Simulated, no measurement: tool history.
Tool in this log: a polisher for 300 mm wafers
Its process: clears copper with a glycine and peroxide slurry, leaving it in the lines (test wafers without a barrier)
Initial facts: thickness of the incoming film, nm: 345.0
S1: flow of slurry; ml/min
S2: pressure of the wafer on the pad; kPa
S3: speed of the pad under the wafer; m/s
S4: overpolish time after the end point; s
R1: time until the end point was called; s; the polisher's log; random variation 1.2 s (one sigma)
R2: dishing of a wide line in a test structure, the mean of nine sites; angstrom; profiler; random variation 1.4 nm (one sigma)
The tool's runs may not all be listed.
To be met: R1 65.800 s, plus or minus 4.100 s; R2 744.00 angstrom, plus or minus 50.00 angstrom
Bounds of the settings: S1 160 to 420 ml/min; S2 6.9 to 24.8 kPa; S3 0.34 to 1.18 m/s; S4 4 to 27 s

run,hour,S1,S2,S3,S4,R1,R2
1,0.0,270,15.9,0.76,14,77.554,416.25
2,8.9,270,15.9,0.58,14,92.964,365.45
3,16.6,270,17.9,0.60,16,82.582,455.42
4,17.4,270,19.3,0.60,18,79.360,501.38
5,25.9,270,19.3,0.60,15,80.007,446.64
6,27.4,270,17.2,0.60,15,89.502,416.27
7,32.7,275,21.4,0.68,21,67.832,662.93
8,36.1,275,21.4,0.68,21,67.016,657.74
9,41.6,275,21.4,0.68,22,68.119,663.24

4 next moves are on the table. One of them brings every result within its allowed miss. Which?
A,47.1,325,24.8,0.58,24,?,?
B,47.1,290,22.8,0.56,20,?,?
C,47.1,275,19.3,0.70,18,?,?
D,47.1,250,19.3,0.82,19,?,?

move,R1,R2
A,66.991,739.50
B,74.160,596.15
C,71.299,559.29
D,63.530,633.22
A: all results land within tolerance of their targets
B: lands further from the targets than the last run did
C: lands further from the targets than the last run did
D: lands further from the targets than the last run did
A meets every target.
